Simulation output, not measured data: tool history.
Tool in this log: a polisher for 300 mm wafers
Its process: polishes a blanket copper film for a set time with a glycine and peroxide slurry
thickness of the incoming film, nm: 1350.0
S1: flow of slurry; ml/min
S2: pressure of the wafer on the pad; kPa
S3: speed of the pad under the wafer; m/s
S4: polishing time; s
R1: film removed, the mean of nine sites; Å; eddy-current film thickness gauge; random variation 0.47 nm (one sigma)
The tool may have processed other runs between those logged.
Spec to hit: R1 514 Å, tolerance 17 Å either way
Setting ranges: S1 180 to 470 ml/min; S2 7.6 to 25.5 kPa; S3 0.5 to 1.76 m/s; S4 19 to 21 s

{"run": 1, "hour": 0.0, "S1": 300, "S2": 16.5, "S3": 1.12, "S4": 21, "R1": 901.68}
{"run": 2, "hour": 8.7, "S1": 300, "S2": 20, "S3": 1.12, "S4": 21, "R1": 1047.3}
{"run": 3, "hour": 11.7, "S1": 300, "S2": 23.4, "S3": 1.12, "S4": 21, "R1": 1200.1}
{"run": 4, "hour": 13.0, "S1": 300, "S2": 20.7, "S3": 1.06, "S4": 21, "R1": 1033}
{"run": 5, "hour": 17.5, "S1": 300, "S2": 18.6, "S3": 1.06, "S4": 21, "R1": 958.19}
{"run": 6, "hour": 26.1, "S1": 300, "S2": 18.6, "S3": 1.06, "S4": 21, "R1": 967.35}
{"run": 7, "hour": 28.4, "S1": 300, "S2": 16.5, "S3": 1, "S4": 21, "R1": 834.88}
{"run": 8, "hour": 33.8, "S1": 300, "S2": 12.4, "S3": 0.92, "S4": 21, "R1": 648}
{"run": 9, "hour": 39.6, "S1": 300, "S2": 11.7, "S3": 0.92, "S4": 21, "R1": 608.32}
{"run": 10, "hour": 44.8, "S1": 300, "S2": 8.3, "S3": 0.9, "S4": 21, "R1": 473.93}

Consider the 5 candidate settings below. Which is the only one whose results all fall within their allowed miss of target?
{"run": "A", "hour": 50.0, "S1": 295, "S2": 9, "S3": 0.82, "S4": 21, "R1": "?"}
{"run": "B", "hour": 50.0, "S1": 380, "S2": 8.3, "S3": 0.92, "S4": 19, "R1": "?"}
{"run": "C", "hour": 50.0, "S1": 415, "S2": 8.3, "S3": 0.96, "S4": 20, "R1": "?"}
{"run": "D", "hour": 50.0, "S1": 365, "S2": 8.3, "S3": 1, "S4": 21, "R1": "?"}
{"run": "E", "hour": 50.0, "S1": 280, "S2": 8.3, "S3": 0.82, "S4": 21, "R1": "?"}

move=A R1=473.9
move=B R1=439.04
move=C R1=474.93
move=D R1=504.6
move=E R1=447.61
A: about as far from the targets as the last run
B: lands further from the targets than the last run did
C: about as far from the targets as the last run
D: in spec on every target
E: lands further from the targets than the last run did
D meets every target.
